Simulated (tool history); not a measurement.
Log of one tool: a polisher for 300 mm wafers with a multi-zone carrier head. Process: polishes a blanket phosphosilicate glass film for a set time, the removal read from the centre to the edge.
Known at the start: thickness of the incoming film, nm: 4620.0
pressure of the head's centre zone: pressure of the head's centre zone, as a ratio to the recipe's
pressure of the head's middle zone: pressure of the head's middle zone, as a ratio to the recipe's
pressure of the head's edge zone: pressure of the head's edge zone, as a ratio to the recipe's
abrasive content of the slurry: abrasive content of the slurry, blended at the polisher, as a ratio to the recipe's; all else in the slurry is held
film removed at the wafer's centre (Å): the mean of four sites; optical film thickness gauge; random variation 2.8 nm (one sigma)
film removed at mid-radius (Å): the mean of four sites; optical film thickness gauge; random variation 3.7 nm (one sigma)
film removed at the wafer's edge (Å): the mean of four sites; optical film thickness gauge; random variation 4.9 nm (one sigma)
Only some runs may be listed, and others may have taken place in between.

run  hour  flow of slurry (ml/min)  pressure of the head's centre zone  pressure of the head's middle zone  pressure of the head's edge zone  abrasive content of the slurry  polishing time (s)  film removed at the wafer's centre (Å)  film removed at mid-radius (Å)  film removed at the wafer's edge (Å)
  1     0                      205                                   1                                   1                                 1                               1                  50                                  6572.4                          6716.5                                7015.9
  2     4                      205                                   1                                   1                                 1                             1.2                  50                                  6980.9                          7173.6                                7347.1
  3  12.9                      205                                   1                                0.92                                 1                             1.2                  50                                  7007.8                            6786                                7306.7
  4    18                      205                                0.98                                0.93                              0.98                             1.1                  48                                  6386.6                          6488.5                                6715.3
  5  24.2                      200                                0.96                                0.92                              0.97                               1                  47                                  5964.5                          5912.6                                6367.6
  6  29.6                      200                                0.94                                0.94                              0.95                            0.95                  46                                  5540.3                          5817.1                                6067.2
  7  34.1                      200                                0.93                                0.94                              0.93                             0.9                  45                                  5198.4                          5525.5                                5551.2
     38.8  -- slurry nozzle cleaned
  8  38.8                      195                                0.91                                0.94                              0.92                            0.85                  45                                  5094.7                            5593                                5502.4
  9  43.1                      195                                 0.9                                0.94                              0.92                             0.8                  44                                  4834.5                          5299.5                                5399.4
 10  49.5                      190                                0.89                                0.94                              0.91                            0.75                  43                                  4461.9                          5093.2                                5043.2
 11  54.9                      185                                0.88                                0.93                               0.9                             0.7                  43                                  4307.7                          4772.7                                4911.7
 12  57.8                      180                                0.87                                0.93                              0.89                             0.7                  43                                  4211.4                          4813.5                                4709.9
 13  62.6                      135                                0.81                                0.88                              0.89                            0.55                  43                                  3293.4                          3894.5                                4073.3
 14  66.8                      140                                0.81                                0.89                              0.88                            0.55                  43                                  3297.4                          3970.1                                4044.4
 15  74.5                      145                                0.81                                0.89                              0.88                            0.55                  43                                  3346.7                          3917.4                                4082.7
 16  76.8                      150                                0.81                                 0.9                              0.88                            0.55                  43                                  3394.7                            4079                                4172.2
 17  79.6                      155                                0.81                                 0.9                              0.87                            0.55                  43                                  3355.5                          4154.8                                  4088
 18  82.6                      160                                0.81                                 0.9                              0.87                            0.55                  43                                  3410.5                          4116.2                                4128.5

What will run 19 give?
 19  86.7                      165                                0.81                                 0.9                              0.87                            0.55                  43                                       ?                               ?                                     ?

{"run 19": {"film removed at the wafer's centre (Å)": 3473.3, "film removed at mid-radius (Å)": 4164.8, "film removed at the wafer's edge (Å)": 4198.9}}
